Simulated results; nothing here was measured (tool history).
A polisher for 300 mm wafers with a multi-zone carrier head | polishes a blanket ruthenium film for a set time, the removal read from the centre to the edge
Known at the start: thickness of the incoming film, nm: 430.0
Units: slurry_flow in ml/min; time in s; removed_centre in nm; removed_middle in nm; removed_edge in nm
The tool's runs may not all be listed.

| run | hour | slurry_flow | centre_zone | middle_zone | edge_zone | time | removed_centre | removed_middle | removed_edge |
|---|---|---|---|---|---|---|---|---|---|
| 1 | 0 | 125 | 1 | 1 | 1 | 58 | 61.111 | 59.649 | 59.736 |
| 2 | 7.6 | 120 | 0.99 | 1 | 0.98 | 58 | 59.932 | 59.937 | 59.439 |
| 3 | 12.1 | 120 | 0.99 | 1 | 0.92 | 58 | 59.705 | 59.744 | 56.777 |
| 4 | 21.1 | 120 | 0.99 | 0.95 | 0.92 | 58 | 59.586 | 57.02 | 57.685 |
| 5 | 23 | 120 | 0.99 | 0.95 | 0.92 | 48 | 49.453 | 47.734 | 47.329 |
| 6 | 27.6 | 120 | 0.99 | 0.95 | 0.92 | 40 | 40.674 | 39.93 | 39.692 |

The next listed run, before its measurement:
| 7 | 35.7 | 130 | 0.99 | 0.98 | 0.95 | 40 | ? | ? | ? |

{"run 7": {"removed_centre": 41.741, "removed_middle": 41.675, "removed_edge": 41.186}}

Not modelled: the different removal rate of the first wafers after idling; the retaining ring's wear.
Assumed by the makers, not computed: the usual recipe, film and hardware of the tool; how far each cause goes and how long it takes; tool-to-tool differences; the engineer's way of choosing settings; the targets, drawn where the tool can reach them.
